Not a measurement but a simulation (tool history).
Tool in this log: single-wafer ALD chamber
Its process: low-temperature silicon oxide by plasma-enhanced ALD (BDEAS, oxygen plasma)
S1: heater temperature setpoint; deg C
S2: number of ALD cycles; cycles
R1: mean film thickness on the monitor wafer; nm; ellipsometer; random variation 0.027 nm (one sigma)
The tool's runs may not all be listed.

{"run": 1, "day": 0.0, "S1": 105, "S2": 50, "R1": 6.8356}
{"run": 2, "day": 0.088, "S1": 103, "S2": 52, "R1": 7.1917}
{"run": 3, "day": 0.221, "S1": 100, "S2": 53, "R1": 7.3682}
{"run": 4, "day": 0.45, "S1": 98, "S2": 54, "R1": 7.5531}
{"run": 5, "day": 0.779, "S1": 96, "S2": 55, "R1": 7.7891}
{"run": 6, "day": 1.1, "S1": 106, "S2": 55, "R1": 7.5664}
{"run": 7, "day": 1.375, "S1": 103, "S2": 56, "R1": 7.7048}
{"run": 8, "day": 1.546, "S1": 100, "S2": 56, "R1": 7.7508}

Run 9 comes next. What will it give?
{"run": 9, "day": 1.8, "S1": 92, "S2": 58, "R1": "?"}

R1: 8.3073 nm

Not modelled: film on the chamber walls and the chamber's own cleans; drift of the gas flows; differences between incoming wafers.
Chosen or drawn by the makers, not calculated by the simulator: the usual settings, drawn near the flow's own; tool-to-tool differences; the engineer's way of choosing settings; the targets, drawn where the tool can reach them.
